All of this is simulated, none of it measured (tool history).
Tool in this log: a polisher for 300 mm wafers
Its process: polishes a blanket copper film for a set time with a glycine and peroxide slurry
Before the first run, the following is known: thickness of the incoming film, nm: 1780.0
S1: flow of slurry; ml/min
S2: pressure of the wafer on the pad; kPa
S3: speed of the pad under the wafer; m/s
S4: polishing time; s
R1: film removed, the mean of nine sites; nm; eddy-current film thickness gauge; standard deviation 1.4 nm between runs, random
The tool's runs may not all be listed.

run  hour   S1    S2   S3  S4      R1
  1     0  265  22.8  1.2  35  239.72
  2   2.1  265  22.8  1.2  35  238.98
  3   4.7  265  19.3  1.2  35  214.18
  4   5.4  265  21.4  1.2  35  233.46
  5  10.8  240  21.4  1.2  35  222.86
  6  12.6  220  18.6  1.2  35  205.71

Expected results for the next run?
  7  13.5  220  11.7  1.18  35   ?

{"run 7": {"R1": 145}}

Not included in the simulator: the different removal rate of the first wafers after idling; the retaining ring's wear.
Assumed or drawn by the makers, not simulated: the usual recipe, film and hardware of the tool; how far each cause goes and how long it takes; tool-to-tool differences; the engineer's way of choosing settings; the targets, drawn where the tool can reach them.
